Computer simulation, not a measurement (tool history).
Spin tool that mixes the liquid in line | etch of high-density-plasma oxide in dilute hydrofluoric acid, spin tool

run	hour	temperature setpoint of the liquid (C)	parts of water to one part of 49 % hydrofluoric acid (parts by volume)	time under the liquid (s)	thickness taken off the high-density-plasma oxide on a monitor wafer (nm)
1	0.0	22.0	205	265	10.4250
2	5.3	21.0	205	265	9.8884
3	8.3	20.5	205	265	9.7270
4	16.6	20.0	205	265	9.4975
5	22.8	19.5	205	265	9.2310
6	23.5	19.5	270	265	6.6544
7	30.3	20.5	270	265	6.8775
8	38.4	21.0	270	265	7.0246

Forecast run 9:
9	38.9	21.5	270	265	?

Run 9 gave thickness taken off the high-density-plasma oxide on a monitor wafer (nm) 7.3255.

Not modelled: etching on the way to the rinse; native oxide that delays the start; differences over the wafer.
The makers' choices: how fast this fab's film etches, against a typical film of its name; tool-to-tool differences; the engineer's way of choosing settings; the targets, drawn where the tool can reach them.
